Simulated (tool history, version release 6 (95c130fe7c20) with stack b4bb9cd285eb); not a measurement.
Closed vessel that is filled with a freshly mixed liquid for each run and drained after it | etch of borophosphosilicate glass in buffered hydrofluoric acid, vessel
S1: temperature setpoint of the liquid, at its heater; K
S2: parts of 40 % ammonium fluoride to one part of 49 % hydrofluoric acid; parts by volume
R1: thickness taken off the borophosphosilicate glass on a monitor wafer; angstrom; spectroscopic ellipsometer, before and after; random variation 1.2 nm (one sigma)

{"run": 1, "day": 0.0, "S1": 295.15, "S2": 23.5, "time in the liquid (s)": 100, "R1": 695.58}
{"run": 2, "day": 0.083, "S1": 295.15, "S2": 28, "time in the liquid (s)": 100, "R1": 610.55}
{"run": 3, "day": 0.338, "S1": 295.15, "S2": 28, "time in the liquid (s)": 110, "R1": 679.54}
{"run": 4, "day": 0.396, "S1": 297.15, "S2": 23.5, "time in the liquid (s)": 110, "R1": 851.2}
{"run": 5, "day": 0.554, "S1": 298.65, "S2": 19.5, "time in the liquid (s)": 110, "R1": 1066.1}
{"run": 6, "day": 0.696, "S1": 298.65, "S2": 19.5, "time in the liquid (s)": 100, "R1": 950.68}
{"run": 7, "day": 0.792, "S1": 299.65, "S2": 16.5, "time in the liquid (s)": 100, "R1": 1208.8}
{"run": 8, "day": 0.912, "S1": 300.65, "S2": 15, "time in the liquid (s)": 100, "R1": 1388.8}
{"run": 9, "day": 1.242, "S1": 303.15, "S2": 11, "time in the liquid (s)": 100, "R1": 2146.9}
{"run": 10, "day": 1.417, "S1": 302.65, "S2": 11, "time in the liquid (s)": 100, "R1": 2087.3}

The next listed run, before its measurement:
{"run": 11, "day": 1.6, "S1": 302.15, "S2": 11, "time in the liquid (s)": 100, "R1": "?"}

Run 11 gave R1 2037.9 angstrom.

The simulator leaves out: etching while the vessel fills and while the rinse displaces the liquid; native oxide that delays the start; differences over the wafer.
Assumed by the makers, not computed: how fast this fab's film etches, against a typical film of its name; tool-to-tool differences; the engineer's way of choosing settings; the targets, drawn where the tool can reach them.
